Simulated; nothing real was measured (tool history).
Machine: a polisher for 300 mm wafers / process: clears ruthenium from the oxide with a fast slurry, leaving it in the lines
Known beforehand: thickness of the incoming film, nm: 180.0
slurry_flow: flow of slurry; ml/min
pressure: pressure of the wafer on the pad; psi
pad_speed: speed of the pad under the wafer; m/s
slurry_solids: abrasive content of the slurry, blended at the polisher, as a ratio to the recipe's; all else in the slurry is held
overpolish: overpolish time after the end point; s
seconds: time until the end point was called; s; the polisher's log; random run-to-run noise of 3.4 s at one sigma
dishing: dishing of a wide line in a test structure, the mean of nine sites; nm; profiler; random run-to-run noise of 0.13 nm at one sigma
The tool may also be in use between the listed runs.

run,hour,slurry_flow,pressure,pad_speed,slurry_solids,overpolish,seconds,dishing
1,0.0,305,1.8,0.82,1.0,11,93.863,12.5770
2,8.5,375,1.8,0.82,1.0,11,93.086,12.9470
3,15.0,375,1.5,0.76,1.0,12,115.210,11.4530
4,20.6,375,1.5,0.66,1.0,12,134.110,10.9470
5,24.4,375,1.5,0.54,1.0,12,151.020,9.9204
6,28.0,300,1.5,0.54,1.0,12,153.880,9.7640
7,35.7,300,1.4,0.52,1.0,14,165.260,10.0320
8,37.8,300,1.3,0.50,1.0,15,185.940,10.1700
9,40.7,300,1.3,0.50,1.0,16,183.260,10.7070

The next listed run, before its measurement:
10,47.8,300,1.2,0.50,1.0,16,?,?

{"run 10": {"seconds": 202.37, "dishing": 9.8164}}
